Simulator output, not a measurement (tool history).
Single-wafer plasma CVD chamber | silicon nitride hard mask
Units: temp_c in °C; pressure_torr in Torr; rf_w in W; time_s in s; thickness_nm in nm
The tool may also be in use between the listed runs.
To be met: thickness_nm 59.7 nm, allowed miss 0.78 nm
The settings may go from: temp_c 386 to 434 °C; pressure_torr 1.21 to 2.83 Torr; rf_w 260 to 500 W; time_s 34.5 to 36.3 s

{"run": 1, "hour": 0.0, "temp_c": 410, "pressure_torr": 2.02, "rf_w": 380, "time_s": 36.3, "thickness_nm": 52.515}
{"run": 2, "hour": 5.6, "temp_c": 410, "pressure_torr": 2.09, "rf_w": 380, "time_s": 36.3, "thickness_nm": 52.951}
{"run": 3, "hour": 14.2, "temp_c": 420, "pressure_torr": 2.09, "rf_w": 380, "time_s": 36.3, "thickness_nm": 52.533}
{"run": 4, "hour": 22.8, "temp_c": 420, "pressure_torr": 2.16, "rf_w": 380, "time_s": 36.3, "thickness_nm": 52.838}
{"run": 5, "hour": 23.6, "temp_c": 420, "pressure_torr": 2.16, "rf_w": 380, "time_s": 36.3, "thickness_nm": 53.135}
{"run": 6, "hour": 27.1, "temp_c": 410, "pressure_torr": 2.16, "rf_w": 380, "time_s": 36.3, "thickness_nm": 52.991}
{"run": 7, "hour": 33.0, "temp_c": 410, "pressure_torr": 2.16, "rf_w": 380, "time_s": 36.3, "thickness_nm": 53.324}
{"run": 8, "hour": 33.5, "temp_c": 410, "pressure_torr": 2.22, "rf_w": 385, "time_s": 36.3, "thickness_nm": 54.181}
{"run": 9, "hour": 39.4, "temp_c": 410, "pressure_torr": 2.28, "rf_w": 385, "time_s": 36.3, "thickness_nm": 54.267}
{"run": 10, "hour": 44.8, "temp_c": 410, "pressure_torr": 2.33, "rf_w": 390, "time_s": 36.3, "thickness_nm": 55.281}
{"hour": 46.7, "done": "thermocouple changed; heater temperature recalibrated"}
{"run": 11, "hour": 46.7, "temp_c": 410, "pressure_torr": 2.38, "rf_w": 390, "time_s": 36.3, "thickness_nm": 55.55}

Which of these 5 next moves meets every target?
{"run": "A", "hour": 48.6, "temp_c": 408, "pressure_torr": 2.73, "rf_w": 410, "time_s": 36.3, "thickness_nm": "?"}
{"run": "B", "hour": 48.6, "temp_c": 409, "pressure_torr": 2.46, "rf_w": 405, "time_s": 36, "thickness_nm": "?"}
{"run": "C", "hour": 48.6, "temp_c": 396, "pressure_torr": 2.83, "rf_w": 385, "time_s": 36.3, "thickness_nm": "?"}
{"run": "D", "hour": 48.6, "temp_c": 406, "pressure_torr": 2.52, "rf_w": 410, "time_s": 36.1, "thickness_nm": "?"}
{"run": "E", "hour": 48.6, "temp_c": 414, "pressure_torr": 2.75, "rf_w": 415, "time_s": 35.5, "thickness_nm": "?"}

move=A thickness_nm=59.589
move=B thickness_nm=57.386
move=C thickness_nm=57.319
move=D thickness_nm=58.485
move=E thickness_nm=58.743
A: meets every target
B: nearer than the last run, and not there yet
C: nearer than the last run, and not there yet
D: nearer than the last run, and not there yet
E: nearer than the last run, and not there yet
Answer: A
